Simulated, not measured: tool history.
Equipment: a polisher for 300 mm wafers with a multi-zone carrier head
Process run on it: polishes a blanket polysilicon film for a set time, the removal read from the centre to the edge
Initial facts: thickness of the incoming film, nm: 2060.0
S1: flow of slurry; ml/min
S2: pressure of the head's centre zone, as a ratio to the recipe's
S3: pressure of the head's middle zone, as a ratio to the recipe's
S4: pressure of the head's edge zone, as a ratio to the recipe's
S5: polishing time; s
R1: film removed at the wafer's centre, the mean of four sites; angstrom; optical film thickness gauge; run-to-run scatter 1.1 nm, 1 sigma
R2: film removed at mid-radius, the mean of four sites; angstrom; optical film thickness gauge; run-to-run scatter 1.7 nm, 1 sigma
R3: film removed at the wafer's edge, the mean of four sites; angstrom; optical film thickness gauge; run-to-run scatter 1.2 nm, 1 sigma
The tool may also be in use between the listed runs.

| run | hour | S1 | S2 | S3 | S4 | S5 | R1 | R2 | R3 |
|---|---|---|---|---|---|---|---|---|---|
| 1 | 0.0 | 190 | 1.00 | 1.00 | 1.00 | 32 | 2425.1 | 2274.9 | 2230.6 |
| 2 | 5.2 | 190 | 1.00 | 1.00 | 1.03 | 32 | 2413.1 | 2235.7 | 2285.3 |
| 3 | 8.0 | 190 | 1.00 | 1.00 | 1.10 | 32 | 2439.0 | 2193.6 | 2347.1 |
| 4 | 11.7 | 180 | 0.99 | 0.97 | 1.08 | 30 | 2241.3 | 2068.6 | 2147.2 |
| 5 | 19.3 | 180 | 0.99 | 0.97 | 1.08 | 35 | 2625.5 | 2367.4 | 2554.5 |
| 6 | 23.6 | 180 | 0.99 | 0.94 | 1.10 | 32 | 2400.0 | 2083.6 | 2344.4 |

For run 7, what comes out?
|  | 29.5 | centre zone pressure recalibrated |
| 7 | 29.5 | 180 | 0.98 | 0.92 | 1.09 | 30 | ? | ? | ? |

R1: 2025.3 angstrom
R2: 1966.8 angstrom
R3: 2194.2 angstrom

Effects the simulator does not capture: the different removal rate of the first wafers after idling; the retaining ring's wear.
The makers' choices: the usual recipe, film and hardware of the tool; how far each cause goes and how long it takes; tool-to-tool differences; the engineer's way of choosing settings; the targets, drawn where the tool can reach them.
